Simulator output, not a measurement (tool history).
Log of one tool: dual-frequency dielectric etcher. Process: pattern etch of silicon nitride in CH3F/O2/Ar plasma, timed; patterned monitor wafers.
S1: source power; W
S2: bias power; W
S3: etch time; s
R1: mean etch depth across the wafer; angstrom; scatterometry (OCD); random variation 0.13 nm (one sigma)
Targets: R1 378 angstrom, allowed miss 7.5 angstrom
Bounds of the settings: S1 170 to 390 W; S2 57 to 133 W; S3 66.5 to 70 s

run,hour,S1,S2,S3,R1
1,0,280,95,66.5,472.91
2,7.6,260,90,66.5,452.47
3,15.2,240,86,66.5,427.58
4,16.4,270,86,66.5,450.45
5,19.1,270,86,66.5,450.64
6,28,250,84,66.5,435.94
7,34.7,230,82,66.5,417.88
8,42.6,220,81,66.5,406.64
9,45.8,210,81,66.5,396.75
10,52.8,200,80,66.5,388.18

Which of these 4 next moves meets every target?
A,59.8,210,79,66.5,?
B,59.8,190,67,70,?
C,59.8,180,85,69.5,?
D,59.8,200,79,67,?

move,R1
A,393.99
B,374.85
C,395.33
D,388.67
A: further off than the last run
B: meets every target
C: further off than the last run
D: as far off as the last run
Move B is the one to make.

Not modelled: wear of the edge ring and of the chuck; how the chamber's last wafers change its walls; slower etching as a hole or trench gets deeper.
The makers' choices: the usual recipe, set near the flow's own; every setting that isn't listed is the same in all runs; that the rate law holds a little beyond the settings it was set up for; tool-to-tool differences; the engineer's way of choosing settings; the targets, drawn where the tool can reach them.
